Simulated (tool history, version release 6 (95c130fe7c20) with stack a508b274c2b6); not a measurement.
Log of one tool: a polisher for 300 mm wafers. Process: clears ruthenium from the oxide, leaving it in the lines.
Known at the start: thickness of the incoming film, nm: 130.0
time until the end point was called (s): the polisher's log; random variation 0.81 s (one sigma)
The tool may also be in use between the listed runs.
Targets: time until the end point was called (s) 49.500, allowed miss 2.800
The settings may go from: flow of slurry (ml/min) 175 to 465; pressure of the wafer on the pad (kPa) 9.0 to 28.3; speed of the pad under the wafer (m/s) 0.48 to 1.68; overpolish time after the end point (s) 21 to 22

| run | hour | flow of slurry (ml/min) | pressure of the wafer on the pad (kPa) | speed of the pad under the wafer (m/s) | overpolish time after the end point (s) | time until the end point was called (s) |
|---|---|---|---|---|---|---|
| 1 | 0.0 | 295 | 18.6 | 1.08 | 21 | 74.123 |
| 2 | 2.8 | 295 | 14.5 | 1.08 | 21 | 88.681 |
| 3 | 9.8 | 295 | 16.5 | 1.10 | 21 | 79.847 |
| 4 | 14.9 | 295 | 17.9 | 1.12 | 21 | 73.355 |
| 5 | 21.9 | 295 | 19.3 | 1.14 | 21 | 67.997 |
| 6 | 28.3 | 295 | 15.9 | 1.14 | 21 | 80.489 |
| 7 | 36.2 | 295 | 17.2 | 1.16 | 21 | 72.949 |
| 8 | 40.8 | 295 | 18.6 | 1.18 | 21 | 66.304 |
| 9 | 46.1 | 295 | 19.3 | 1.18 | 21 | 67.501 |
| 10 | 48.0 | 295 | 19.3 | 1.18 | 21 | 65.756 |
| 11 | 52.9 | 295 | 20.0 | 1.18 | 21 | 65.288 |
| 12 | 57.6 | 295 | 20.7 | 1.20 | 21 | 61.419 |
| 13 | 64.2 | 295 | 21.4 | 1.20 | 21 | 58.910 |

Which of these 5 next moves meets every target?
| A | 70.8 | 290 | 15.9 | 1.22 | 22 | ? |
| B | 70.8 | 275 | 22.8 | 1.62 | 21 | ? |
| C | 70.8 | 375 | 20.0 | 0.96 | 21 | ? |
| D | 70.8 | 210 | 27.6 | 1.18 | 22 | ? |
| E | 70.8 | 290 | 18.6 | 1.08 | 22 | ? |

| move | time until the end point was called (s) |
|---|---|
| A | 72.523 |
| B | 41.127 |
| C | 74.123 |
| D | 49.199 |
| E | 71.759 |
A: further off than the last run
B: takes the result that was furthest off past its target
C: further off than the last run
D: meets every target
E: further off than the last run
The right move is D.
